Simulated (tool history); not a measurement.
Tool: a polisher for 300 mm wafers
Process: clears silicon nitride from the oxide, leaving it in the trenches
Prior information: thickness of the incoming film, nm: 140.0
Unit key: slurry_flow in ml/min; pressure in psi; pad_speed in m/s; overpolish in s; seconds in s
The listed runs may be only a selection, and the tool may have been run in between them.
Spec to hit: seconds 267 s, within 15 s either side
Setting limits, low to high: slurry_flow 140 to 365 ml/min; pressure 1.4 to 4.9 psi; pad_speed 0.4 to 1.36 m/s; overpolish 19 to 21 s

run  hour  slurry_flow  pressure  pad_speed  overpolish  seconds
  1     0          235       3.1       0.88          19   151.74
  2   3.2          235       2.7       0.88          19   172.38
  3   6.5          235       2.3       0.88          19   198.76
  4  15.5          235       2.3       0.88          21   198.61
  5  17.1          235       2.3       0.88          21   198.03
  6  19.7          235       2.1       0.88          21   210.01
     20.3  -- slurry nozzle cleaned
  7  20.3          235       1.9       0.88          21   213.54
  8  22.9          235       1.8       0.86          21      221
  9    27          235       1.7       0.84          21   239.12
 10  28.3          235       1.6       0.84          21   246.51

Next run, 4 choices. One meets every target within its allowed miss, the rest don't. Which?
  A  29.6          255       1.4       0.88          21        ?
  B  29.6          245       1.6       0.88          21        ?
  C  29.6          255       1.4       0.76          19        ?
  D  29.6          245       2.2       0.72          21        ?

move  seconds
   A   263.84
   B   241.19
   C   291.97
   D   217.84
A: hits every target within its allowed miss
B: lands further from the targets than the last run did
C: moves the result that the last run missed by most past its target, out the other side
D: lands further from the targets than the last run did
The move that meets every target is A.

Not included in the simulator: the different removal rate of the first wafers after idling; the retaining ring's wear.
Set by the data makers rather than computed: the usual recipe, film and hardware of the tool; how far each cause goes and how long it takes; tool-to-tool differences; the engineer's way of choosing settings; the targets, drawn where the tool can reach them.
